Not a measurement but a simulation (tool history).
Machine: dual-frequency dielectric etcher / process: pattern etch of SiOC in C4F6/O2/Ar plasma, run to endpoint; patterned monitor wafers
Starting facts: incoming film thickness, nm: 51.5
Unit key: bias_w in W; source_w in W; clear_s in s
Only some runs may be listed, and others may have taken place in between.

Run 1, day 0.000: bias_w 450 W, source_w 350 W. Result: clear_s 22.336 s.
Run 2, day 0.079: bias_w 450 W, source_w 310 W. Result: clear_s 23.244 s.
Run 3, day 0.342: bias_w 491 W, source_w 330 W. Result: clear_s 22.293 s.
Run 4, day 0.583: bias_w 540 W, source_w 330 W. Result: clear_s 21.639 s.
Run 5, day 0.629: bias_w 561 W, source_w 350 W. Result: clear_s 20.965 s.
Run 6, day 0.812: bias_w 561 W, source_w 290 W. Result: clear_s 22.430 s.

The next listed run, before its measurement:
Run 7, day 1.171: bias_w 629 W, source_w 360 W. Result: clear_s ?.

{"run 7": {"clear_s": 19.92}}
